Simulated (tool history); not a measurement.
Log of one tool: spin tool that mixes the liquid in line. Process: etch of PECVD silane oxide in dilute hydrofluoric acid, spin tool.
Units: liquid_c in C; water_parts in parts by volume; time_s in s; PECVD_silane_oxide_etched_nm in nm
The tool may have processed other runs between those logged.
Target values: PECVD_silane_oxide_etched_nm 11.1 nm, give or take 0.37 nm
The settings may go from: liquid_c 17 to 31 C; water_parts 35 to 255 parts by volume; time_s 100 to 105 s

{"run": 1, "day": 0.0, "liquid_c": 23, "water_parts": 145, "time_s": 100, "PECVD_silane_oxide_etched_nm": 16.281}
{"run": 2, "day": 0.175, "liquid_c": 22, "water_parts": 150, "time_s": 100, "PECVD_silane_oxide_etched_nm": 14.921}
{"run": 3, "day": 0.408, "liquid_c": 21, "water_parts": 155, "time_s": 100, "PECVD_silane_oxide_etched_nm": 13.87}
{"run": 4, "day": 0.483, "liquid_c": 18, "water_parts": 155, "time_s": 100, "PECVD_silane_oxide_etched_nm": 12.299}
{"run": 5, "day": 0.696, "liquid_c": 18, "water_parts": 155, "time_s": 100, "PECVD_silane_oxide_etched_nm": 12.308}
{"run": 6, "day": 0.829, "liquid_c": 18, "water_parts": 205, "time_s": 100, "PECVD_silane_oxide_etched_nm": 8.8372}
{"run": 7, "day": 1.033, "liquid_c": 19, "water_parts": 205, "time_s": 100, "PECVD_silane_oxide_etched_nm": 9.0813}
{"run": 8, "day": 1.3, "liquid_c": 20, "water_parts": 205, "time_s": 100, "PECVD_silane_oxide_etched_nm": 9.57}
{"run": 9, "day": 1.538, "liquid_c": 20.5, "water_parts": 205, "time_s": 100, "PECVD_silane_oxide_etched_nm": 9.7117}
{"run": 10, "day": 1.692, "liquid_c": 21, "water_parts": 205, "time_s": 100, "PECVD_silane_oxide_etched_nm": 9.7025}
{"run": 11, "day": 1.975, "liquid_c": 25, "water_parts": 200, "time_s": 100, "PECVD_silane_oxide_etched_nm": 11.955}
{"run": 12, "day": 2.312, "liquid_c": 24.5, "water_parts": 200, "time_s": 100, "PECVD_silane_oxide_etched_nm": 11.696}

Which single option among these 4 for the next run brings every result within its allowed miss of target? Just one does.
{"run": "A", "day": 2.65, "liquid_c": 25, "water_parts": 210, "time_s": 100, "PECVD_silane_oxide_etched_nm": "?"}
{"run": "B", "day": 2.65, "liquid_c": 28, "water_parts": 225, "time_s": 105, "PECVD_silane_oxide_etched_nm": "?"}
{"run": "C", "day": 2.65, "liquid_c": 24, "water_parts": 205, "time_s": 105, "PECVD_silane_oxide_etched_nm": "?"}
{"run": "D", "day": 2.65, "liquid_c": 23, "water_parts": 225, "time_s": 105, "PECVD_silane_oxide_etched_nm": "?"}

move=A PECVD_silane_oxide_etched_nm=11.144
move=B PECVD_silane_oxide_etched_nm=11.948
move=C PECVD_silane_oxide_etched_nm=11.619
move=D PECVD_silane_oxide_etched_nm=9.9919
A: all results in spec
B: its largest miss is bigger than the last run's
C: nearer the targets than the last run, but a result is still out of spec
D: takes the biggest miss from the last run beyond its target
A meets every target.
